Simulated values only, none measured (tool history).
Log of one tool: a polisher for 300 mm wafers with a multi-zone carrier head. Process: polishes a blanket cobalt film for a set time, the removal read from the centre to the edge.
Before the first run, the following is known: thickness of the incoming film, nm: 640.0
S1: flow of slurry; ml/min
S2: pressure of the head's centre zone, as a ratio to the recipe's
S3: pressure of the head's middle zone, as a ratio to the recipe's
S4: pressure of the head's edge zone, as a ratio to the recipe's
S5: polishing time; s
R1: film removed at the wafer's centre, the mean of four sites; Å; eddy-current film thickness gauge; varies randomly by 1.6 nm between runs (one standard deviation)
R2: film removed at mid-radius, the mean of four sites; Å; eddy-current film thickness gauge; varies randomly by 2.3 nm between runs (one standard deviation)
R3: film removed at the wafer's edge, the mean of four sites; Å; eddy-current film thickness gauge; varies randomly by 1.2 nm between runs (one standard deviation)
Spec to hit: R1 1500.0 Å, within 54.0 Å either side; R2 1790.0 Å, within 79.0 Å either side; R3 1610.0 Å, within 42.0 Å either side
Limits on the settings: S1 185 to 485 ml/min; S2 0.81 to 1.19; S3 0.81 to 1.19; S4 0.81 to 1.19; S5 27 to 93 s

Run 1, hour 0.0: S1 310 ml/min, S2 1.00, S3 1.00, S4 1.00, S5 59 s. Result: R1 1986.0 Å, R2 1893.8 Å, R3 1828.9 Å.
Run 2, hour 3.6: S1 310 ml/min, S2 1.00, S3 1.00, S4 1.00, S5 64 s. Result: R1 2147.2 Å, R2 2065.6 Å, R3 1931.6 Å.
Run 3, hour 5.9: S1 310 ml/min, S2 1.07, S3 1.00, S4 1.00, S5 64 s. Result: R1 2300.3 Å, R2 2036.7 Å, R3 1950.3 Å.
Run 4, hour 12.0: S1 310 ml/min, S2 1.07, S3 1.00, S4 1.00, S5 75 s. Result: R1 2627.2 Å, R2 2391.9 Å, R3 2301.0 Å.
Run 5, hour 17.3: S1 390 ml/min, S2 1.07, S3 1.00, S4 1.00, S5 75 s. Result: R1 2716.6 Å, R2 2486.6 Å, R3 2332.4 Å.
Run 6, hour 20.3: S1 375 ml/min, S2 1.00, S3 1.01, S4 1.00, S5 69 s. Result: R1 2349.7 Å, R2 2265.5 Å, R3 2135.1 Å.
Run 7, hour 23.6: S1 355 ml/min, S2 0.95, S3 1.03, S4 1.00, S5 64 s. Result: R1 2040.9 Å, R2 2136.5 Å, R3 1980.1 Å.
Run 8, hour 27.8: S1 355 ml/min, S2 0.95, S3 1.03, S4 1.00, S5 64 s. Result: R1 2028.1 Å, R2 2081.5 Å, R3 1962.0 Å.

Pick the move, out of 5, that brings all results within their allowed miss; only one does.
Run A, hour 32.0: S1 345 ml/min, S2 0.89, S3 0.99, S4 1.09, S5 50 s. Result: R1 ?, R2 ?, R3 ?.
Run B, hour 32.0: S1 370 ml/min, S2 0.95, S3 1.12, S4 0.90, S5 51 s. Result: R1 ?, R2 ?, R3 ?.
Run C, hour 32.0: S1 295 ml/min, S2 0.86, S3 0.90, S4 1.15, S5 78 s. Result: R1 ?, R2 ?, R3 ?.
Run D, hour 32.0: S1 250 ml/min, S2 0.90, S3 1.16, S4 1.09, S5 52 s. Result: R1 ?, R2 ?, R3 ?.
Run E, hour 32.0: S1 415 ml/min, S2 0.93, S3 1.10, S4 0.99, S5 70 s. Result: R1 ?, R2 ?, R3 ?.

move      R1      R2      R3
   A  1492.8  1602.8  1617.4
   B  1638.0  1806.7  1509.3
   C  2210.2  2294.1  2565.0
   D  1510.8  1815.7  1633.9
   E  2222.4  2467.7  2182.1
A: puts the biggest miss on target and leaves a different result outside tolerance
B: gains on the last run, yet a result remains outside its allowed miss
C: lands further from the targets than the last run did
D: every result within its allowed miss
E: lands further from the targets than the last run did
The move that meets every target is D.
